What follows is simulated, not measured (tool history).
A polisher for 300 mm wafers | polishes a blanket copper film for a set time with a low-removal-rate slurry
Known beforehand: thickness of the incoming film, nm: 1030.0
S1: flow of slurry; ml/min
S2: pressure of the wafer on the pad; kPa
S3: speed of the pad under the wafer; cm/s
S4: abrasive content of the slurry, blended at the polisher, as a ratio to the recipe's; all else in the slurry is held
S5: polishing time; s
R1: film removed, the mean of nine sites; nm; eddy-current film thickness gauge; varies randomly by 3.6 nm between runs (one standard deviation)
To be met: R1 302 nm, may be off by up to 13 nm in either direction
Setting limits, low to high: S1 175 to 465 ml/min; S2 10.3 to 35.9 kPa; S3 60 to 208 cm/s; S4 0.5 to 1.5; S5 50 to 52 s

run  hour   S1    S2   S3   S4  S5      R1
  1     0  295  22.8  134    1  50  190.92
  2   8.7  295    20  134    1  50   166.9
  3   9.5  295    20  134  0.8  50  155.63
  4  16.7  295  24.1  136  0.8  50  193.88
  5  24.4  295  24.1  136  0.8  50  189.58
  6  25.4  295  24.1  136  0.7  50  180.97
  7  27.3  295  27.6  138  0.7  50  211.69
  8  33.7  295  34.5  142  0.7  50  267.45
  9  41.5  295  35.2  146  0.7  50  280.29
 10  44.1  295  35.2  148  0.7  50  284.17

Which single option among these 5 for the next run brings every result within its allowed miss of target? Just one does.
  A  46.7  285  33.8  158   0.7  51   ?
  B  46.7  285  35.2  112  0.75  52   ?
  C  46.7  365  31.7  136   0.9  50   ?
  D  46.7  290  35.9  140  0.65  50   ?
  E  46.7  340  32.4  132  0.85  51   ?

move      R1
   A   297.2
   B   231.6
   C  263.82
   D  267.16
   E  260.53
A: every result within its allowed miss
B: misses by more than the last run did
C: misses by more than the last run did
D: misses by more than the last run did
E: misses by more than the last run did
A meets every target.
